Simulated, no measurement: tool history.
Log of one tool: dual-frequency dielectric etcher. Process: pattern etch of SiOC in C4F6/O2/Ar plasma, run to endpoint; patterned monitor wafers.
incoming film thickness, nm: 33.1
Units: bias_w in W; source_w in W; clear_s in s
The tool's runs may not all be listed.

run,day,bias_w,source_w,clear_s
1,0,369,350,13.353
2,0.354,411,350,12.865
3,0.492,429,360,12.57
4,0.788,378,360,13.364
5,1.004,378,420,12.625
6,1.062,391,420,12.429

The next listed run, before its measurement:
7,1.104,400,420,?

Run 7 gave clear_s 12.383 s.
